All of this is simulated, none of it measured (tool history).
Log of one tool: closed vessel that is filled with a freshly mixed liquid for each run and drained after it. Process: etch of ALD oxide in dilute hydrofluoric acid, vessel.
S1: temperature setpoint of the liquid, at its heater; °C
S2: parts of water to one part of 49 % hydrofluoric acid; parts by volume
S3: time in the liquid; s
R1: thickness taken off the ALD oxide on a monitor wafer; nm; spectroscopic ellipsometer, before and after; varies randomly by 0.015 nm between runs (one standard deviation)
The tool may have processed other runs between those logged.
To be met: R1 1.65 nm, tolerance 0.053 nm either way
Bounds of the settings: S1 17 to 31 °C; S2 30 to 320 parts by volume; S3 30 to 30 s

run    day    S1   S2  S3      R1
  1      0    23  175  30  2.4922
  2    0.2    23  145  30  3.1963
  3  0.521  22.5  150  30  2.9807
  4  0.888  22.5  150  30   2.979
  5  1.004    22  155  30  2.7812
     1.304  -- hydrofluoric acid flow meter replaced
  6  1.304  24.5  155  30  3.4312
  7  1.404  23.5  155  30  3.3577
  8  1.567    23  155  30   3.278
  9  1.775  22.5  160  30  3.0805
 10  1.933    22  170  30  2.8128
 11  1.971  21.5  180  30  2.5506

Next run, 5 choices. One meets every target within its allowed miss, the rest don't. Which?
  A  2.008  19.5  245  30   ?
  B  2.008    17  240  30   ?
  C  2.008  19.5  260  30   ?
  D  2.008  20.5  240  30   ?
  E  2.008    21  270  30   ?

move      R1
   A  1.6453
   B  1.5325
   C  1.5291
   D  1.7523
   E  1.5424
A: all results land within tolerance of their targets
B: carries the result that was furthest off beyond its target, to the other side
C: carries the result that was furthest off beyond its target, to the other side
D: better than the last run, though not everything is in spec
E: carries the result that was furthest off beyond its target, to the other side
The right move is A.
